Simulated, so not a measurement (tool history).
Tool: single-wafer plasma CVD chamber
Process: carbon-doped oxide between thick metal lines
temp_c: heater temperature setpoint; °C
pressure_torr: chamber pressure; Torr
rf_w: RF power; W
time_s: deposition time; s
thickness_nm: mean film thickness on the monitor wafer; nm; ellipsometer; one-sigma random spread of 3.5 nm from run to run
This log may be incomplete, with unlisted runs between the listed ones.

{"run": 1, "day": 0.0, "temp_c": 325, "pressure_torr": 5.44, "rf_w": 585, "time_s": 154, "thickness_nm": 943.43}
{"run": 2, "day": 0.238, "temp_c": 327, "pressure_torr": 5.24, "rf_w": 580, "time_s": 154, "thickness_nm": 929.62}
{"run": 3, "day": 0.346, "temp_c": 332, "pressure_torr": 5.24, "rf_w": 580, "time_s": 154, "thickness_nm": 912.9}
{"run": 4, "day": 0.575, "temp_c": 332, "pressure_torr": 5.24, "rf_w": 580, "time_s": 159, "thickness_nm": 939.55}
{"run": 5, "day": 0.888, "temp_c": 332, "pressure_torr": 5.24, "rf_w": 580, "time_s": 154, "thickness_nm": 907.8}
{"run": 6, "day": 1.017, "temp_c": 334, "pressure_torr": 5.11, "rf_w": 575, "time_s": 154, "thickness_nm": 898.11}
{"run": 7, "day": 1.175, "temp_c": 335, "pressure_torr": 5.0, "rf_w": 570, "time_s": 154, "thickness_nm": 887.59}
{"run": 8, "day": 1.283, "temp_c": 336, "pressure_torr": 4.9, "rf_w": 565, "time_s": 154, "thickness_nm": 871.23}
{"run": 9, "day": 1.425, "temp_c": 337, "pressure_torr": 4.82, "rf_w": 565, "time_s": 154, "thickness_nm": 866.89}
{"run": 10, "day": 1.633, "temp_c": 347, "pressure_torr": 3.84, "rf_w": 540, "time_s": 154, "thickness_nm": 777.47}

Predict the results of run 11:
{"run": 11, "day": 1.662, "temp_c": 347, "pressure_torr": 3.84, "rf_w": 540, "time_s": 154, "thickness_nm": "?"}

{"run 11": {"thickness_nm": 780.84}}
